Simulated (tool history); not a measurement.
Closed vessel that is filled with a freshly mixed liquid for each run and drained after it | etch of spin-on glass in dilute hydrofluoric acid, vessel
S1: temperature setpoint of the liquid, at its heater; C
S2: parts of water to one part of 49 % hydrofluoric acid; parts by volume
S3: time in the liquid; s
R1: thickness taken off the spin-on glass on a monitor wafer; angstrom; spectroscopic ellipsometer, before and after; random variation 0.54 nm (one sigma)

run,hour,S1,S2,S3,R1
1,0.0,24.0,160,145,415.98
2,1.5,24.0,180,145,360.04
3,2.7,25.5,155,145,452.32
4,7.6,26.5,135,145,551.77
5,14.9,27.5,120,145,661.59
6,17.7,27.5,120,155,704.48
7,19.4,28.0,110,155,793.13
8,24.0,32.0,55,155,2009.60
9,31.6,31.0,55,155,1930.90

Run 10 comes next. What will it give?
10,33.9,30.0,55,155,?

R1: 1844.10 angstrom
